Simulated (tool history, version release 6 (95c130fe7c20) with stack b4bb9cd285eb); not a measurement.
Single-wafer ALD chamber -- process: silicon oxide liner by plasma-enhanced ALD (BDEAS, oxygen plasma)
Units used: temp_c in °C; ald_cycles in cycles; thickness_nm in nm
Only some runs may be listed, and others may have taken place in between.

Run 1, day 0: temp_c 325 °C, ald_cycles 70 cycles. Result: thickness_nm 5.6542 nm.
Run 2, day 0.112: temp_c 325 °C, ald_cycles 72 cycles. Result: thickness_nm 5.8433 nm.
Run 3, day 0.242: temp_c 325 °C, ald_cycles 74 cycles. Result: thickness_nm 6.0431 nm.
Run 4, day 0.296: temp_c 325 °C, ald_cycles 75 cycles. Result: thickness_nm 6.0921 nm.
Run 5, day 0.371: temp_c 325 °C, ald_cycles 67 cycles. Result: thickness_nm 5.4381 nm.
Run 6, day 0.5: temp_c 335 °C, ald_cycles 67 cycles. Result: thickness_nm 5.3867 nm.
Run 7, day 0.808: temp_c 335 °C, ald_cycles 69 cycles. Result: thickness_nm 5.582 nm.
Run 8, day 1.062: temp_c 335 °C, ald_cycles 71 cycles. Result: thickness_nm 5.727 nm.
At day 1.246: thermocouple changed; heater temperature recalibrated.
Run 9, day 1.246: temp_c 335 °C, ald_cycles 73 cycles. Result: thickness_nm 5.8905 nm.
Run 10, day 1.604: temp_c 335 °C, ald_cycles 75 cycles. Result: thickness_nm 6.0608 nm.
Run 11, day 1.871: temp_c 335 °C, ald_cycles 75 cycles. Result: thickness_nm 6.0737 nm.
Run 12, day 1.925: temp_c 335 °C, ald_cycles 75 cycles. Result: thickness_nm 6.0849 nm.
Run 13, day 2.204: temp_c 335 °C, ald_cycles 76 cycles. Result: thickness_nm 6.1967 nm.
Run 14, day 2.55: temp_c 335 °C, ald_cycles 77 cycles. Result: thickness_nm 6.1877 nm.
Run 15, day 2.646: temp_c 335 °C, ald_cycles 78 cycles. Result: thickness_nm 6.2826 nm.

Estimate the outcome of run 16 from the log above:
Run 16, day 2.896: temp_c 335 °C, ald_cycles 79 cycles. Result: thickness_nm ?.

thickness_nm: 6.3592 nm
